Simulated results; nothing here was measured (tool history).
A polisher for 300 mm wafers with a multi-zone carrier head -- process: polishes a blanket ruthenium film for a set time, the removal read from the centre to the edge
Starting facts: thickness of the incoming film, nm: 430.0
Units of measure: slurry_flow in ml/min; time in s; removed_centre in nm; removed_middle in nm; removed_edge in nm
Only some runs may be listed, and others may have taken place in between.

run,hour,slurry_flow,centre_zone,middle_zone,edge_zone,time,removed_centre,removed_middle,removed_edge
1,0.0,155,1.00,1.00,1.00,72,80.151,87.412,87.407
2,3.7,155,1.00,1.00,1.05,72,79.403,87.600,89.570
3,9.1,155,0.96,1.00,1.05,72,77.535,88.537,89.559
4,17.7,155,0.96,1.00,1.05,82,88.299,101.140,105.280
5,18.8,120,0.96,1.00,1.05,82,82.637,94.017,99.527
6,20.1,120,0.96,1.00,1.05,68,68.117,77.555,80.102
7,28.5,115,0.94,0.97,1.04,63,60.530,70.722,74.963
8,35.8,110,0.95,0.95,1.03,58,55.905,62.163,68.516
9,36.3,110,0.95,0.94,1.01,55,54.128,59.608,63.691
10,38.0,105,0.94,0.92,1.00,53,49.709,55.001,61.549

Run 11 is up next; what results do you expect?
# hour 44.4: centre zone pressure recalibrated
11,44.4,105,0.94,0.91,0.97,52,?,?,?

For run 11 the tool returned removed_centre 52.336 nm, removed_middle 53.441 nm, removed_edge 58.251 nm.
